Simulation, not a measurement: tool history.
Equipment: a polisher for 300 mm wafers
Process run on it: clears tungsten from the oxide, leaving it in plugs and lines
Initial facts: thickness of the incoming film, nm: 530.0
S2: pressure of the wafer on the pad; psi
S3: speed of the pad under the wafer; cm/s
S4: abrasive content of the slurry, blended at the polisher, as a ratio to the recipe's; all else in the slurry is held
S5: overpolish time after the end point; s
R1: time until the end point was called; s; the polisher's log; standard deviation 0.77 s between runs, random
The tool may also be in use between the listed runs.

{"run": 1, "hour": 0.0, "flow of slurry (ml/min)": 275, "S2": 3.3, "S3": 136, "S4": 1.0, "S5": 3, "R1": 119.46}
{"run": 2, "hour": 3.9, "flow of slurry (ml/min)": 275, "S2": 3.7, "S3": 138, "S4": 1.0, "S5": 3, "R1": 106.79}
{"run": 3, "hour": 5.9, "flow of slurry (ml/min)": 275, "S2": 3.7, "S3": 108, "S4": 1.0, "S5": 3, "R1": 138.3}
{"run": 4, "hour": 7.9, "flow of slurry (ml/min)": 275, "S2": 4.0, "S3": 118, "S4": 1.0, "S5": 3, "R1": 117.3}
{"run": 5, "hour": 12.3, "flow of slurry (ml/min)": 275, "S2": 4.2, "S3": 126, "S4": 1.0, "S5": 3, "R1": 108.3}
{"run": 6, "hour": 14.5, "flow of slurry (ml/min)": 275, "S2": 4.4, "S3": 136, "S4": 1.0, "S5": 3, "R1": 95.041}
{"run": 7, "hour": 18.1, "flow of slurry (ml/min)": 275, "S2": 4.6, "S3": 142, "S4": 1.0, "S5": 3, "R1": 87.081}
{"run": 8, "hour": 24.0, "flow of slurry (ml/min)": 275, "S2": 4.6, "S3": 142, "S4": 1.0, "S5": 3, "R1": 87.68}
{"run": 9, "hour": 29.5, "flow of slurry (ml/min)": 275, "S2": 4.7, "S3": 148, "S4": 1.0, "S5": 3, "R1": 81.214}
{"run": 10, "hour": 31.1, "flow of slurry (ml/min)": 275, "S2": 4.8, "S3": 152, "S4": 1.0, "S5": 3, "R1": 77.257}
{"run": 11, "hour": 39.5, "flow of slurry (ml/min)": 275, "S2": 4.9, "S3": 156, "S4": 1.0, "S5": 3, "R1": 75.256}
{"run": 12, "hour": 45.5, "flow of slurry (ml/min)": 275, "S2": 5.0, "S3": 160, "S4": 1.0, "S5": 3, "R1": 71.597}
{"run": 13, "hour": 47.1, "flow of slurry (ml/min)": 275, "S2": 5.0, "S3": 162, "S4": 1.0, "S5": 3, "R1": 70.221}
{"run": 14, "hour": 49.9, "flow of slurry (ml/min)": 275, "S2": 5.0, "S3": 164, "S4": 1.0, "S5": 3, "R1": 70.914}

Predict the results of run 15:
{"run": 15, "hour": 52.7, "flow of slurry (ml/min)": 275, "S2": 5.0, "S3": 166, "S4": 1.0, "S5": 3, "R1": "?"}

Logged for run 15: R1 70.451 s.
